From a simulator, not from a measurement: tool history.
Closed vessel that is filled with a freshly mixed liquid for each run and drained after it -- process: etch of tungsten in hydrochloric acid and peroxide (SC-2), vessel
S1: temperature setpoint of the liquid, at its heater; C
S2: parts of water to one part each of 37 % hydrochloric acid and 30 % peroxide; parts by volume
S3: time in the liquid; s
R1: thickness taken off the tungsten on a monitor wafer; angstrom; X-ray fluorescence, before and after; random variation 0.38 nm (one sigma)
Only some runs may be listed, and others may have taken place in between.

| run | hour | S1 | S2 | S3 | R1 |
|---|---|---|---|---|---|
| 1 | 0 | 55 | 5.5 | 195 | 833.56 |
| 2 | 4.7 | 55 | 6.5 | 195 | 729.08 |
| 3 | 13.6 | 55 | 6.5 | 195 | 729.69 |
| 4 | 22.2 | 48.5 | 6.5 | 195 | 480.86 |
| 5 | 24.9 | 52.5 | 6.5 | 195 | 621.32 |
| 6 | 29.4 | 56.5 | 6.5 | 195 | 809.36 |
| 7 | 37.4 | 57 | 6.5 | 195 | 839.34 |

Predict the results of run 8:
| 8 | 43.7 | 57.5 | 6.5 | 195 | ? |

R1: 859.07 angstrom
